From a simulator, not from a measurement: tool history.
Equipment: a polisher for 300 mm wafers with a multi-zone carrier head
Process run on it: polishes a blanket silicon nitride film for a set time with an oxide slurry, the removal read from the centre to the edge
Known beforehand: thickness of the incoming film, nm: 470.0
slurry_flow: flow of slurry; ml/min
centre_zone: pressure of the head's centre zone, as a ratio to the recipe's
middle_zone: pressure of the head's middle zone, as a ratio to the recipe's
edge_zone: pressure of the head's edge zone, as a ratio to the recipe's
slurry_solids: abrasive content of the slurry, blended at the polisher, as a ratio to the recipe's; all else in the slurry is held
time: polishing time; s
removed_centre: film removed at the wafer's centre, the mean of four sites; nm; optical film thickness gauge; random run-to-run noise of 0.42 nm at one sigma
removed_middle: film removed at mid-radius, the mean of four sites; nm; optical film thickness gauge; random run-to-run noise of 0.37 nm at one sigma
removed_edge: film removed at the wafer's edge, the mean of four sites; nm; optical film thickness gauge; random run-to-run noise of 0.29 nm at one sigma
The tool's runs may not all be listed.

{"run": 1, "hour": 0.0, "slurry_flow": 155, "centre_zone": 1, "middle_zone": 1, "edge_zone": 1, "slurry_solids": 1, "time": 73, "removed_centre": 60.088, "removed_middle": 58.518, "removed_edge": 59.702}
{"run": 2, "hour": 1.8, "slurry_flow": 155, "centre_zone": 1.08, "middle_zone": 1, "edge_zone": 1, "slurry_solids": 1, "time": 73, "removed_centre": 64.308, "removed_middle": 60.038, "removed_edge": 60.306}
{"run": 3, "hour": 8.5, "slurry_flow": 155, "centre_zone": 1.08, "middle_zone": 1, "edge_zone": 0.93, "slurry_solids": 1, "time": 73, "removed_centre": 65.724, "removed_middle": 58.237, "removed_edge": 57.489}
{"run": 4, "hour": 13.3, "slurry_flow": 155, "centre_zone": 1.08, "middle_zone": 1, "edge_zone": 0.87, "slurry_solids": 1, "time": 73, "removed_centre": 65.127, "removed_middle": 59.641, "removed_edge": 56.289}
{"run": 5, "hour": 18.4, "slurry_flow": 155, "centre_zone": 1.07, "middle_zone": 1.01, "edge_zone": 0.86, "slurry_solids": 0.9, "time": 66, "removed_centre": 55.692, "removed_middle": 51.465, "removed_edge": 48.333}
{"run": 6, "hour": 20.5, "slurry_flow": 155, "centre_zone": 1.07, "middle_zone": 1.01, "edge_zone": 0.86, "slurry_solids": 0.9, "time": 54, "removed_centre": 46.398, "removed_middle": 42.649, "removed_edge": 39.964}
{"run": 7, "hour": 22.4, "slurry_flow": 155, "centre_zone": 1.06, "middle_zone": 1.02, "edge_zone": 0.85, "slurry_solids": 0.8, "time": 52, "removed_centre": 42.22, "removed_middle": 40.44, "removed_edge": 36.538}
{"run": 8, "hour": 24.5, "slurry_flow": 145, "centre_zone": 1.04, "middle_zone": 0.98, "edge_zone": 0.82, "slurry_solids": 0.55, "time": 42, "removed_centre": 28.525, "removed_middle": 27.418, "removed_edge": 25.388}

What will run 9 give?
{"run": 9, "hour": 30.0, "slurry_flow": 155, "centre_zone": 1.04, "middle_zone": 0.99, "edge_zone": 0.83, "slurry_solids": 0.55, "time": 42, "removed_centre": "?", "removed_middle": "?", "removed_edge": "?"}

removed_centre: 29.102 nm
removed_middle: 27.956 nm
removed_edge: 25.496 nm
